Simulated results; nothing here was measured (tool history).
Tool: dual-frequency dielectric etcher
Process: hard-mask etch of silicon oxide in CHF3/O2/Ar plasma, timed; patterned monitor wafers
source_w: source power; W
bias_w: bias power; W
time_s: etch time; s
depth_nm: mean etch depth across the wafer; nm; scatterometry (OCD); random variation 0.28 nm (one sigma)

run	hour	source_w	bias_w	time_s	depth_nm
1	0	690	209	28	69.094
2	6.1	630	205	28	65.35
3	11.3	630	205	28	65.271
4	19.9	600	204	28	62.84
5	27.9	580	204	28	62.023
6	36.2	570	204	28	61.297

Forecast run 7:
7	40.9	560	204	28	?

{"run 7": {"depth_nm": 61.304}}

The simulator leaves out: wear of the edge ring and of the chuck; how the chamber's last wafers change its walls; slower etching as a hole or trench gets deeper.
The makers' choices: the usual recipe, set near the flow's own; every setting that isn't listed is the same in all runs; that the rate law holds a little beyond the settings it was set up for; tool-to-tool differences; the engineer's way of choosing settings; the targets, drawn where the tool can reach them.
